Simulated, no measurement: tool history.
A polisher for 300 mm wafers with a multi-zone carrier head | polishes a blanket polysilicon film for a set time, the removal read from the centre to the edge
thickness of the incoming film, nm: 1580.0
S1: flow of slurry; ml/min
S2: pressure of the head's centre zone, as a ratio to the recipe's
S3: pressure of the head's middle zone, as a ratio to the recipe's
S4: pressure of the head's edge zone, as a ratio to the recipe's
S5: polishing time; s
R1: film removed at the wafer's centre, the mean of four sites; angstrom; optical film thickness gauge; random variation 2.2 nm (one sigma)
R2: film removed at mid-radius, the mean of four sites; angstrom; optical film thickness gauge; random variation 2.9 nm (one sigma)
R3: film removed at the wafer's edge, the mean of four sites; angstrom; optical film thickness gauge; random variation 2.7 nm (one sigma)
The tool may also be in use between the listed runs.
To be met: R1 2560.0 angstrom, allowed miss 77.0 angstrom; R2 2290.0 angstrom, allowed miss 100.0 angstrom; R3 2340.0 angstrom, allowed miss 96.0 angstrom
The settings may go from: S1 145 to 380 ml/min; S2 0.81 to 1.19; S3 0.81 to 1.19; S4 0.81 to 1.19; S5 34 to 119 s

Run 1, day 0.000: S1 245 ml/min, S2 1.00, S3 1.00, S4 1.00, S5 76 s. Result: R1 4072.6 angstrom, R2 4120.6 angstrom, R3 4189.4 angstrom.
Run 2, day 0.029: S1 245 ml/min, S2 1.00, S3 1.00, S4 0.96, S5 76 s. Result: R1 3995.2 angstrom, R2 4190.9 angstrom, R3 4036.9 angstrom.
Run 3, day 0.083: S1 245 ml/min, S2 1.00, S3 1.00, S4 1.04, S5 76 s. Result: R1 4005.8 angstrom, R2 4157.1 angstrom, R3 4197.3 angstrom.
Run 4, day 0.221: S1 245 ml/min, S2 1.01, S3 0.99, S4 1.02, S5 71 s. Result: R1 3785.7 angstrom, R2 3819.8 angstrom, R3 3845.7 angstrom.
At day 0.450: edge zone pressure recalibrated.
Run 5, day 0.450: S1 245 ml/min, S2 1.01, S3 0.96, S4 1.02, S5 71 s. Result: R1 3796.6 angstrom, R2 3723.1 angstrom, R3 3679.7 angstrom.
Run 6, day 0.712: S1 245 ml/min, S2 1.01, S3 0.96, S4 1.02, S5 80 s. Result: R1 4323.6 angstrom, R2 4205.6 angstrom, R3 4310.4 angstrom.
Run 7, day 0.900: S1 240 ml/min, S2 1.01, S3 0.94, S4 1.02, S5 76 s. Result: R1 4032.5 angstrom, R2 4030.6 angstrom, R3 4086.5 angstrom.
Run 8, day 1.117: S1 245 ml/min, S2 1.01, S3 0.93, S4 1.03, S5 72 s. Result: R1 3864.6 angstrom, R2 3739.2 angstrom, R3 3832.1 angstrom.
Run 9, day 1.279: S1 250 ml/min, S2 1.01, S3 0.92, S4 1.03, S5 68 s. Result: R1 3583.8 angstrom, R2 3492.5 angstrom, R3 3605.5 angstrom.
Run 10, day 1.450: S1 250 ml/min, S2 1.02, S3 0.91, S4 1.03, S5 65 s. Result: R1 3504.4 angstrom, R2 3285.4 angstrom, R3 3524.0 angstrom.
Run 11, day 1.662: S1 255 ml/min, S2 1.04, S3 0.91, S4 0.93, S5 43 s. Result: R1 2424.3 angstrom, R2 2230.0 angstrom, R3 2179.7 angstrom.
Run 12, day 1.883: S1 280 ml/min, S2 1.06, S3 0.90, S4 1.00, S5 43 s. Result: R1 2463.2 angstrom, R2 2176.4 angstrom, R3 2260.0 angstrom.

Which of these 5 next moves meets every target?
Run A, day 2.104: S1 290 ml/min, S2 1.13, S3 0.96, S4 0.92, S5 40 s. Result: R1 ?, R2 ?, R3 ?.
Run B, day 2.104: S1 260 ml/min, S2 1.06, S3 0.81, S4 1.15, S5 43 s. Result: R1 ?, R2 ?, R3 ?.
Run C, day 2.104: S1 295 ml/min, S2 1.10, S3 0.81, S4 1.08, S5 40 s. Result: R1 ?, R2 ?, R3 ?.
Run D, day 2.104: S1 290 ml/min, S2 1.07, S3 0.81, S4 0.90, S5 43 s. Result: R1 ?, R2 ?, R3 ?.
Run E, day 2.104: S1 240 ml/min, S2 1.08, S3 0.92, S4 0.98, S5 45 s. Result: R1 ?, R2 ?, R3 ?.

move      R1      R2      R3
   A  2492.8  2127.9  2011.5
   B  2476.5  1963.9  2374.5
   C  2428.4  1852.2  2167.2
   D  2533.8  1988.4  2146.7
   E  2614.2  2260.6  2288.6
A: brings the result that was furthest off to its target, and leaves another outside
B: further off than the last run
C: further off than the last run
D: brings the result that was furthest off to its target, and leaves another outside
E: meets every target
Answer: E
